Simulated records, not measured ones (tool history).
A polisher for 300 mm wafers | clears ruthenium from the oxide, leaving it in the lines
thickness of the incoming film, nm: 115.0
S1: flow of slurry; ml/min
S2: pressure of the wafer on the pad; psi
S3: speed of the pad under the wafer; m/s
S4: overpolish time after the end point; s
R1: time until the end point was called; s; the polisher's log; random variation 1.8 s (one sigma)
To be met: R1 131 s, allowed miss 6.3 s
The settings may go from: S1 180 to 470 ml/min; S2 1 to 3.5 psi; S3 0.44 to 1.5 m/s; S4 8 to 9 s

run	hour	S1	S2	S3	S4	R1
1	0	300	2.2	0.96	9	92.524
2	2.1	300	2.1	0.96	9	96.33
3	10.3	300	2	0.96	9	102.25
4	14.3	300	2	1.08	9	89.491
5	20.8	300	2	1.08	9	91.121
6	22.5	300	1.9	1.08	9	95.173
7	29.4	300	1.8	1.08	9	100.45
8	31.7	300	1.7	1.08	9	106.29
9	36.4	300	1.5	1.08	9	116.88

4 next moves are on the table. One of them brings every result within its allowed miss. Which?
A	41.1	245	1.5	1.14	8	?
B	41.1	305	1.3	1.22	9	?
C	41.1	225	1.7	1.04	8	?
D	41.1	305	1.5	0.98	8	?

move	R1
A	114.56
B	119.99
C	112.35
D	129.57
A: further off than the last run
B: nearer than the last run, and not there yet
C: further off than the last run
D: meets every target
The right move is D.
